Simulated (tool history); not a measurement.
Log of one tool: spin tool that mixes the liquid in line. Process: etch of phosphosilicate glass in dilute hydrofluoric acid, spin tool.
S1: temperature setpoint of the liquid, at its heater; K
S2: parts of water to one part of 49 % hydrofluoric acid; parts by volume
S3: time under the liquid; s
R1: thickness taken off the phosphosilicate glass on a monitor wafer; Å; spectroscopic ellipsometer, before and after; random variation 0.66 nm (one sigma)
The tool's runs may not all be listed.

run  hour      S1  S2  S3       R1
  1   0.0  293.15  90  75   961.69
  2   4.8  294.15  85  75  1065.20
  3   9.4  297.15  85  75  1209.50
  4  16.8  295.15  85  75  1109.20
  5  21.6  295.65  80  75  1212.60
  6  29.0  295.65  80  75  1212.80
  7  35.8  296.15  75  75  1320.40
  8  38.7  296.65  75  75  1353.00
  9  43.4  300.65  50  75  2472.80
 10  45.2  300.15  50  75  2432.20
 11  48.2  299.65  50  75  2379.50

Run 12 comes next. What will it give?
 12  55.0  299.15  50  75   ?

Run 12 gave R1 2330.90 Å.

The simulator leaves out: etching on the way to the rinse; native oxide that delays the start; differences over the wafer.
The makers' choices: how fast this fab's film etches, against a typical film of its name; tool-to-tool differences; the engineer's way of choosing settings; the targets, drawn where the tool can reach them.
